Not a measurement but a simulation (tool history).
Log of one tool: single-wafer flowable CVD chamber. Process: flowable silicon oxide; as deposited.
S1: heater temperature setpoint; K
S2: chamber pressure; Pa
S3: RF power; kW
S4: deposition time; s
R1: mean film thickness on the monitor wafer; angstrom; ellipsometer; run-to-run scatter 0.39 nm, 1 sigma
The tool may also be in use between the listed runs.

run	hour	S1	S2	S3	S4	R1
1	0.0	368.15	110.1	2.405	252	1969.4
2	8.2	368.15	90.3	2.405	252	1614.8
3	16.4	367.15	90.3	2.405	252	1677.2
4	17.2	357.15	90.3	2.405	252	2390.5
5	20.9	357.15	97.2	2.405	252	2572.7
6	24.8	357.15	89.5	2.405	252	2361.4

Estimate the outcome of run 7 from the log above:
7	28.1	360.15	89.5	2.405	252	?

Run 7 gave R1 2141.2 angstrom.

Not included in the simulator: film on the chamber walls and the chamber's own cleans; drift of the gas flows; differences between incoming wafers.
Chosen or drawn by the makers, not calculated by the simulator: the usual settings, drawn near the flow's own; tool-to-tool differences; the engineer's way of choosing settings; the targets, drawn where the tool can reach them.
